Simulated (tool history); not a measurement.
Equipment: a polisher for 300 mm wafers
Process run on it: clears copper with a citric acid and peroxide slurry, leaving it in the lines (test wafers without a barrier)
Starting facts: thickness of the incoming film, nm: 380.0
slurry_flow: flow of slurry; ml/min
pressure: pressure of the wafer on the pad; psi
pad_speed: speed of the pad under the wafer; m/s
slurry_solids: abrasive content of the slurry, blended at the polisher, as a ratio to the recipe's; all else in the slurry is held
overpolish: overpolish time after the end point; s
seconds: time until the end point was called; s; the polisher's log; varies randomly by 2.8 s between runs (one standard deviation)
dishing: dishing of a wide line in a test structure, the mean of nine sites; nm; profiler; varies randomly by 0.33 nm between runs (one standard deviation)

run    day  slurry_flow  pressure  pad_speed  slurry_solids  overpolish  seconds  dishing
  1  0.000          250       2.8       1.22           1.00          12  122.340   24.166
  2  0.129          250       2.8       1.22           1.00           7  120.160   14.517
  3  0.392          215       2.8       1.22           1.00           7  122.810   14.423
  4  0.467          215       2.8       1.52           1.00           7  105.940   17.223
  5  0.796          215       2.8       1.52           1.15           7  101.220   18.096
  6  1.050          215       2.8       1.52           1.25           7   97.898   18.038
  7  1.362          205       2.5       1.52           1.15           9  109.270   20.265

Run 8 has not been measured yet. What should we expect?
  8  1.396          195       2.3       1.48           1.10          11        ?        ?

Run 8 measured seconds 126.490 s, dishing 22.050 nm.
